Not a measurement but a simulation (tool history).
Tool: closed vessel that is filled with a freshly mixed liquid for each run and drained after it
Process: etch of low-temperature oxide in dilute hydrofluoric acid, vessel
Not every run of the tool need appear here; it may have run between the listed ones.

run	hour	temperature setpoint of the liquid (C)	parts of water to one part of 49 % hydrofluoric acid (parts by volume)	time in the liquid (s)	thickness taken off the low-temperature oxide on a monitor wafer (angstrom)
1	0.0	25.0	95	160	189.02
2	8.1	25.0	60	160	315.24
3	10.9	25.0	60	110	215.82
4	14.5	27.0	55	110	255.53
# hour 21.7: thermometer replaced
5	21.7	28.0	50	110	267.26
6	28.6	28.0	75	110	174.47

What does the tool deliver on the next run?
7	33.3	25.5	70	110	?

Logged for run 7: thickness taken off the low-temperature oxide on a monitor wafer (angstrom) 170.33.
